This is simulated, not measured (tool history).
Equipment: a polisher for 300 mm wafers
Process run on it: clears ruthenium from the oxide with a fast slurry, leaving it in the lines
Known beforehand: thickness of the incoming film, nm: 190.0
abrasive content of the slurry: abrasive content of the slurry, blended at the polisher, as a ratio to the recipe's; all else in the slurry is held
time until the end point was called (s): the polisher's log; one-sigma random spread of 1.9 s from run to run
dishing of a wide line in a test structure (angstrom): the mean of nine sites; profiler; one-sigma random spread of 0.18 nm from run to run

| run | hour | flow of slurry (ml/min) | pressure of the wafer on the pad (kPa) | speed of the pad under the wafer (m/s) | abrasive content of the slurry | overpolish time after the end point (s) | time until the end point was called (s) | dishing of a wide line in a test structure (angstrom) |
|---|---|---|---|---|---|---|---|---|
| 1 | 0 | 290 | 18.6 | 0.84 | 1 | 16 | 63.005 | 442.9 |
| 2 | 3.6 | 290 | 17.9 | 0.78 | 1 | 14 | 70.853 | 355.03 |
| 3 | 4.8 | 290 | 17.2 | 0.74 | 1 | 13 | 76.984 | 309.75 |
| 4 | 10.6 | 295 | 16.5 | 0.7 | 1.05 | 12 | 79.896 | 270.54 |
| 5 | 13.7 | 295 | 16.5 | 0.7 | 0.95 | 12 | 86.824 | 256.18 |
| 6 | 16.1 | 295 | 16.5 | 0.9 | 0.95 | 12 | 68.757 | 319.23 |
| 7 | 23.8 | 320 | 15.2 | 0.84 | 1.05 | 11 | 75.786 | 269.1 |
| 8 | 26.7 | 340 | 14.5 | 0.8 | 1.1 | 10 | 78.46 | 233.06 |
| 9 | 29.8 | 360 | 13.8 | 0.76 | 1.15 | 9 | 82.313 | 198.66 |
| 10 | 35.1 | 375 | 13.1 | 0.74 | 1.2 | 8 | 88.962 | 170.89 |
| 11 | 38.8 | 385 | 12.4 | 0.74 | 1.25 | 8 | 89.358 | 167.24 |
| 12 | 43.5 | 395 | 11.7 | 0.72 | 1.3 | 8 | 93.56 | 156.12 |

Predict the results of run 13:
| 13 | 50.8 | 405 | 11 | 0.72 | 1.35 | 8 | ? | ? |

time until the end point was called (s): 99.841
dishing of a wide line in a test structure (angstrom): 149.01

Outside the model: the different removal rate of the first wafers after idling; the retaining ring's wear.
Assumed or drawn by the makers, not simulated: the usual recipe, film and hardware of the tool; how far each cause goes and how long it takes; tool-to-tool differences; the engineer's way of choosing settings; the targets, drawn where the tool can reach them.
